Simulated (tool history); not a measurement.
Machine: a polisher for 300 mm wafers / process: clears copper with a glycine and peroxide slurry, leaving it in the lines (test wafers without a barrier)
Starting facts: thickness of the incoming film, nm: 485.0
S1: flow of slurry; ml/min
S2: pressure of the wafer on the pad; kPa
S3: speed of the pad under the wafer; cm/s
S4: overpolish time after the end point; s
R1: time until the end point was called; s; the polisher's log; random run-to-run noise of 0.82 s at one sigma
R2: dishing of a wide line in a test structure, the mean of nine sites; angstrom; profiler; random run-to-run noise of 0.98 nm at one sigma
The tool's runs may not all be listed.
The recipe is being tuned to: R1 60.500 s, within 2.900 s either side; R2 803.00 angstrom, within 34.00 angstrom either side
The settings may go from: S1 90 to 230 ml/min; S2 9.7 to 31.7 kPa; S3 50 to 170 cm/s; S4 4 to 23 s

{"run": 1, "hour": 0.0, "S1": 150, "S2": 20.7, "S3": 110, "S4": 12, "R1": 83.03, "R2": 415.73}
{"run": 2, "hour": 3.8, "S1": 150, "S2": 20.7, "S3": 110, "S4": 8, "R1": 84.072, "R2": 294.03}
{"run": 3, "hour": 5.9, "S1": 150, "S2": 21.4, "S3": 112, "S4": 9, "R1": 79.395, "R2": 332.95}
{"run": 4, "hour": 10.0, "S1": 150, "S2": 22.1, "S3": 114, "S4": 10, "R1": 77.674, "R2": 389.04}
{"run": 5, "hour": 15.2, "S1": 145, "S2": 22.8, "S3": 114, "S4": 10, "R1": 75.581, "R2": 382.65}
{"run": 6, "hour": 23.9, "S1": 140, "S2": 23.4, "S3": 114, "S4": 11, "R1": 72.776, "R2": 440.07}
{"run": 7, "hour": 29.2, "S1": 130, "S2": 29.0, "S3": 112, "S4": 17, "R1": 62.998, "R2": 714.2}
{"hour": 31.1, "done": "slurry nozzle cleaned"}
{"run": 8, "hour": 31.1, "S1": 130, "S2": 29.0, "S3": 112, "S4": 17, "R1": 58.673, "R2": 731.48}
{"run": 9, "hour": 36.4, "S1": 125, "S2": 28.3, "S3": 112, "S4": 18, "R1": 58.532, "R2": 761.64}

Exactly one of the 4 candidate moves below puts every result within its allowed miss. Which one?
{"run": "A", "hour": 41.7, "S1": 145, "S2": 27.6, "S3": 110, "S4": 20, "R1": "?", "R2": "?"}
{"run": "B", "hour": 41.7, "S1": 90, "S2": 29.0, "S3": 116, "S4": 16, "R1": "?", "R2": "?"}
{"run": "C", "hour": 41.7, "S1": 125, "S2": 29.0, "S3": 120, "S4": 16, "R1": "?", "R2": "?"}
{"run": "D", "hour": 41.7, "S1": 90, "S2": 29.6, "S3": 106, "S4": 17, "R1": "?", "R2": "?"}

move=A R1=61.106 R2=800.65
move=B R1=61.468 R2=682.48
move=C R1=55.613 R2=732.89
move=D R1=65.217 R2=685.59
A: meets every target
B: further off than the last run
C: further off than the last run
D: further off than the last run
The move that meets every target is A.

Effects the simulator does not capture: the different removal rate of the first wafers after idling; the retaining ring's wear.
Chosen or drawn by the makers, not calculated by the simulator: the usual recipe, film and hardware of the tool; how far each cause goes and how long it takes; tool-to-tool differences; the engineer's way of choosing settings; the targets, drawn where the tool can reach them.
